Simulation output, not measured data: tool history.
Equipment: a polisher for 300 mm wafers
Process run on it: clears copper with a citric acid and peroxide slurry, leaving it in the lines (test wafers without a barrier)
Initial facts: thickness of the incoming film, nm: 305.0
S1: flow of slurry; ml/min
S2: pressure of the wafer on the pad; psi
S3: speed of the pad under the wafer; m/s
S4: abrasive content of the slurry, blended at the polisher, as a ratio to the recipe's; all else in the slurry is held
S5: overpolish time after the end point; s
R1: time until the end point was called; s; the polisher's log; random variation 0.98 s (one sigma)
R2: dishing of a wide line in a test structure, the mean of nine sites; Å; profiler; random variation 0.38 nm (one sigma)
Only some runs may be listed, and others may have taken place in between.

Run 1, hour 0: S1 280 ml/min, S2 3.3 psi, S3 1.2 m/s, S4 1, S5 12 s. Result: R1 94.396 s, R2 278.4 Å.
Run 2, hour 6.8: S1 280 ml/min, S2 3.3 psi, S3 1.08 m/s, S4 1, S5 12 s. Result: R1 99.412 s, R2 271.43 Å.
Run 3, hour 8.4: S1 265 ml/min, S2 3.3 psi, S3 1.2 m/s, S4 0.9, S5 10 s. Result: R1 95.743 s, R2 233.85 Å.
Run 4, hour 15.9: S1 245 ml/min, S2 3.4 psi, S3 1.26 m/s, S4 0.8, S5 9 s. Result: R1 94.226 s, R2 215.12 Å.
Run 5, hour 24.9: S1 245 ml/min, S2 3.4 psi, S3 1.54 m/s, S4 0.8, S5 9 s. Result: R1 84.734 s, R2 248.15 Å.
Run 6, hour 26.1: S1 245 ml/min, S2 3.4 psi, S3 1.7 m/s, S4 0.8, S5 9 s. Result: R1 77.764 s, R2 259.59 Å.
Run 7, hour 34.2: S1 240 ml/min, S2 3.4 psi, S3 1.74 m/s, S4 0.75, S5 8 s. Result: R1 76.642 s, R2 229.34 Å.
Run 8, hour 39: S1 245 ml/min, S2 3.4 psi, S3 1.76 m/s, S4 0.7, S5 7 s. Result: R1 77.675 s, R2 215.28 Å.
Run 9, hour 42.3: S1 170 ml/min, S2 2.9 psi, S3 1.76 m/s, S4 0.95, S5 4 s. Result: R1 87.241 s, R2 109.15 Å.
Run 10, hour 50.3: S1 190 ml/min, S2 3 psi, S3 1.76 m/s, S4 0.95, S5 4 s. Result: R1 84.743 s, R2 106.31 Å.
Run 11, hour 54: S1 190 ml/min, S2 3.1 psi, S3 1.76 m/s, S4 0.9, S5 4 s. Result: R1 83.222 s, R2 116.25 Å.

Estimate the outcome of run 12 from the log above:
Run 12, hour 56.5: S1 200 ml/min, S2 3.2 psi, S3 1.76 m/s, S4 0.9, S5 4 s. Result: R1 ?, R2 ?.

R1: 79.104 s
R2: 117.51 Å

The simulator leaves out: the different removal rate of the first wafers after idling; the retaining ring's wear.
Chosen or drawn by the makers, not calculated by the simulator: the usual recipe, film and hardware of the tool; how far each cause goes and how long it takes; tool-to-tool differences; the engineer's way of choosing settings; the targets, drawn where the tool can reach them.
